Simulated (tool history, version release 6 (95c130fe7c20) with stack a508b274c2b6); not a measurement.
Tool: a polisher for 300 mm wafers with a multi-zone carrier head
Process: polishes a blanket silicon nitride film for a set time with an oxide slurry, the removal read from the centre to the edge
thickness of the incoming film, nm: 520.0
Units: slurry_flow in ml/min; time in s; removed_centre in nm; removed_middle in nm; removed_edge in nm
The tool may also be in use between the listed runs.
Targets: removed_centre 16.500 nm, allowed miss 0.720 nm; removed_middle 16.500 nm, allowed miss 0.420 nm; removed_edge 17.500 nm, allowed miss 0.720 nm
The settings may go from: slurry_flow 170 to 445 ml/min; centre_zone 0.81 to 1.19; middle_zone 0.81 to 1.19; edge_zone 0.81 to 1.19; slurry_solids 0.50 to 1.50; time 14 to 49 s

run,hour,slurry_flow,centre_zone,middle_zone,edge_zone,slurry_solids,time,removed_centre,removed_middle,removed_edge
1,0.0,285,1.00,1.00,1.00,1.00,31,29.425,30.716,29.676
2,3.0,285,0.94,1.00,1.00,1.00,31,27.353,30.456,30.043
3,5.4,220,0.94,1.00,1.00,1.00,31,27.584,29.652,29.517
4,12.3,265,0.94,1.00,1.00,1.00,31,27.845,30.411,30.160
5,15.9,265,0.94,1.04,1.00,1.00,31,27.144,30.928,29.496
6,19.1,250,0.94,1.00,0.98,0.85,28,23.175,25.314,24.547
7,21.3,230,0.87,0.90,0.91,0.60,23,14.023,15.591,15.748
8,30.2,310,0.97,0.89,1.01,0.60,23,16.120,15.937,16.831
9,39.0,310,0.97,0.90,1.02,0.60,23,16.243,16.120,17.228

4 next moves are on the table. One of them brings every result within its allowed miss. Which?
A,47.8,315,0.98,0.85,1.04,0.65,22,?,?,?
B,47.8,295,0.98,0.86,1.11,0.55,25,?,?,?
C,47.8,320,0.96,0.91,1.02,0.55,25,?,?,?
D,47.8,370,0.96,0.85,0.99,0.60,23,?,?,?

move,removed_centre,removed_middle,removed_edge
A,16.611,15.138,17.232
B,16.996,15.628,18.240
C,16.756,16.400,17.554
D,16.422,15.266,16.920
A: further off than the last run
B: further off than the last run
C: meets every target
D: further off than the last run
The right move is C.
